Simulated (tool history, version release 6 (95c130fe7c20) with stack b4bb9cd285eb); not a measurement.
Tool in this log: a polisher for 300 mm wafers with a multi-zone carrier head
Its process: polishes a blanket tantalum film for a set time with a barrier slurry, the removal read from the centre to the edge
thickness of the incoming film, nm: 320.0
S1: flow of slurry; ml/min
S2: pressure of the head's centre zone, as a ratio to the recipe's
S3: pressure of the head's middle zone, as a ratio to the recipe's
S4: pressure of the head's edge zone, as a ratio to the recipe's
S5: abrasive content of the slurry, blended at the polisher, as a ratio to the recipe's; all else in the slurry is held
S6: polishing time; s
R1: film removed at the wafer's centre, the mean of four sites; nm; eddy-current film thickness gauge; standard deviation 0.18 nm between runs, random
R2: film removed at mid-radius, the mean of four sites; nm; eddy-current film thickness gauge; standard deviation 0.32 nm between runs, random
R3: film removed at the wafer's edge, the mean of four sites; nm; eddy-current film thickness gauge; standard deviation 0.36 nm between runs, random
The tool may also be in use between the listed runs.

Run 1, hour 0: S1 285 ml/min, S2 1, S3 1, S4 1, S5 1, S6 34 s. Result: R1 31.961 nm, R2 33.225 nm, R3 33.194 nm.
Run 2, hour 6.6: S1 285 ml/min, S2 1, S3 1, S4 1.04, S5 1, S6 34 s. Result: R1 31.955 nm, R2 32.9 nm, R3 33.971 nm.
Run 3, hour 7.7: S1 285 ml/min, S2 1.05, S3 1, S4 1.04, S5 1, S6 34 s. Result: R1 34.001 nm, R2 33.514 nm, R3 33.469 nm.
Run 4, hour 10: S1 280 ml/min, S2 1.01, S3 0.96, S4 1.02, S5 0.95, S6 34 s. Result: R1 31.855 nm, R2 31.229 nm, R3 32.723 nm.
Run 5, hour 13.2: S1 280 ml/min, S2 1.09, S3 0.96, S4 1.02, S5 0.95, S6 34 s. Result: R1 34.298 nm, R2 31.404 nm, R3 32.526 nm.
Run 6, hour 17.9: S1 270 ml/min, S2 1.03, S3 0.94, S4 1.01, S5 0.9, S6 34 s. Result: R1 31.657 nm, R2 30.314 nm, R3 32.384 nm.
Run 7, hour 21.6: S1 265 ml/min, S2 1, S3 0.92, S4 0.99, S5 0.85, S6 34 s. Result: R1 30.021 nm, R2 29.053 nm, R3 30.945 nm.

Estimate the outcome of run 8 from the log above:
Run 8, hour 28.1: S1 255 ml/min, S2 0.97, S3 0.91, S4 1, S5 0.85, S6 34 s. Result: R1 ?, R2 ?, R3 ?.

Run 8 produced R1 29.108 nm, R2 29.325 nm, R3 31.215 nm.

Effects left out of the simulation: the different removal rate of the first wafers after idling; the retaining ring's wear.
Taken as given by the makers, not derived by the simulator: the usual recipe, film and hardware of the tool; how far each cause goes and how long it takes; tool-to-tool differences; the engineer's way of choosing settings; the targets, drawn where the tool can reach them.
